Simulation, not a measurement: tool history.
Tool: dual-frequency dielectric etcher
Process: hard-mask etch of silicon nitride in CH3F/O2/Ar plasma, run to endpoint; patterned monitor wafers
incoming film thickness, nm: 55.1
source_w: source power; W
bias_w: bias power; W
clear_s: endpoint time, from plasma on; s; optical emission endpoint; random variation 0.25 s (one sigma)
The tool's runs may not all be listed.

run,hour,source_w,bias_w,clear_s
1,0.0,420,54,88.679
2,3.3,450,54,87.103
3,11.9,450,50,88.060
4,20.4,500,50,85.773
5,22.0,550,50,83.909
6,22.8,550,41,87.530
7,25.2,560,44,85.406

Run 8 comes next. What will it give?
8,32.2,560,46,?

Run 8 gave clear_s 84.483 s.
